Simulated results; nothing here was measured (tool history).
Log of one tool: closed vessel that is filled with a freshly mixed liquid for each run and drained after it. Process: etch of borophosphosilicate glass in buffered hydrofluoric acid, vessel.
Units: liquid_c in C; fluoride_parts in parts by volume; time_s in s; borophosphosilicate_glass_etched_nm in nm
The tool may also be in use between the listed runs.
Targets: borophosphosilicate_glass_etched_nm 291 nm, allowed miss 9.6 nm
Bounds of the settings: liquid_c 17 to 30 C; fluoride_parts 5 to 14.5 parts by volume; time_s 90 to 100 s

| run | hour | liquid_c | fluoride_parts | time_s | borophosphosilicate_glass_etched_nm |
|---|---|---|---|---|---|
| 1 | 0 | 22 | 9 | 90 | 156.56 |
| 2 | 7.3 | 22 | 9 | 100 | 176.68 |
| 3 | 13.6 | 24 | 9 | 100 | 192.15 |
| 4 | 17.5 | 25.5 | 8.5 | 100 | 221.07 |
| 5 | 25.3 | 25.5 | 8.5 | 100 | 218.29 |
| 6 | 31.5 | 26.5 | 8 | 100 | 241.25 |
| 7 | 40.5 | 27.5 | 8 | 100 | 257.11 |
| 8 | 45.5 | 28 | 8 | 100 | 262.25 |
| 9 | 47.4 | 28.5 | 8 | 100 | 276.2 |
| 10 | 53 | 28.5 | 8 | 100 | 268.68 |
| 11 | 59.2 | 29 | 8 | 100 | 276.25 |

5 next moves are on the table. One of them brings every result within its allowed miss. Which?
| A | 65.4 | 29.5 | 7.5 | 90 | ? |
| B | 65.4 | 29.5 | 7.5 | 95 | ? |
| C | 65.4 | 27 | 7 | 90 | ? |
| D | 65.4 | 29.5 | 7 | 95 | ? |
| E | 65.4 | 30 | 7 | 95 | ? |

| move | borophosphosilicate_glass_etched_nm |
|---|---|
| A | 274.15 |
| B | 289.38 |
| C | 259.3 |
| D | 312 |
| E | 320.2 |
A: further off than the last run
B: meets every target
C: further off than the last run
D: takes the result that was furthest off past its target
E: takes the result that was furthest off past its target
Move B is the one to make.
